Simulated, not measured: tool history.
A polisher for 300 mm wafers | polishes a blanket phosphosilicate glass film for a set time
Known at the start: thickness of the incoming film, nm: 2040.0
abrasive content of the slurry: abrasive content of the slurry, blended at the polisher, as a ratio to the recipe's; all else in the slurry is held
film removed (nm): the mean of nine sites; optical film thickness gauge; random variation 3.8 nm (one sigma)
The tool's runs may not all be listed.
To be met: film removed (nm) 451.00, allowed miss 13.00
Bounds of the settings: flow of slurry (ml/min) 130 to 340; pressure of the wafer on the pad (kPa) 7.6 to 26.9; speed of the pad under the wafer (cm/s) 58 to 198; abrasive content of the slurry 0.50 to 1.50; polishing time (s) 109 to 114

run  hour  flow of slurry (ml/min)  pressure of the wafer on the pad (kPa)  speed of the pad under the wafer (cm/s)  abrasive content of the slurry  polishing time (s)  film removed (nm)
  1   0.0                      220                                    17.2                                      128                            1.00                 109             870.59
  2   3.7                      220                                    17.2                                      128                            1.00                 109             857.78
  3   6.4                      250                                    17.2                                      128                            1.00                 109             868.43
  4  11.4                      250                                    13.8                                      122                            1.00                 109             665.77
  5  17.3                      275                                    13.8                                      122                            1.00                 109             683.62
  6  22.2                      270                                    11.7                                      122                            1.00                 109             586.73
  7  28.5                      270                                    11.7                                      122                            1.00                 109             581.58
  8  37.3                      265                                    10.3                                      122                            1.00                 109             520.96
  9  43.8                      265                                    10.3                                      122                            1.00                 109             518.24
 10  46.9                      265                                    10.3                                      122                            1.00                 109             520.06
 11  54.7                      245                                     9.7                                      122                            1.00                 109             489.72
 12  63.4                      235                                     9.7                                      122                            1.00                 109             476.37
 13  70.2                      225                                     9.7                                      122                            1.00                 109             474.52
 14  73.6                      215                                     9.7                                      122                            1.00                 109             481.47
 15  82.5                      210                                     9.7                                      122                            1.00                 109             468.79
 16  83.1                      185                                     9.0                                      122                            1.00                 109             443.27
 17  89.8                      190                                     9.0                                      122                            1.00                 109             436.02
 18  90.6                      195                                     9.0                                      122                            1.00                 109             440.02

5 next moves are on the table. One of them brings every result within its allowed miss. Which?
  A  91.4                      190                                     7.6                                      148                            0.95                 109                  ?
  B  91.4                      155                                    11.7                                      124                            0.60                 114                  ?
  C  91.4                      145                                    11.0                                      112                            0.80                 114                  ?
  D  91.4                      190                                     8.3                                      122                            1.10                 109                  ?
  E  91.4                      250                                    10.3                                      104                            0.80                 114                  ?

move  film removed (nm)
   A             419.51
   B             421.46
   C             443.83
   D             422.40
   E             416.87
A: further off than the last run
B: further off than the last run
C: meets every target
D: further off than the last run
E: further off than the last run
Move C is the one to make.

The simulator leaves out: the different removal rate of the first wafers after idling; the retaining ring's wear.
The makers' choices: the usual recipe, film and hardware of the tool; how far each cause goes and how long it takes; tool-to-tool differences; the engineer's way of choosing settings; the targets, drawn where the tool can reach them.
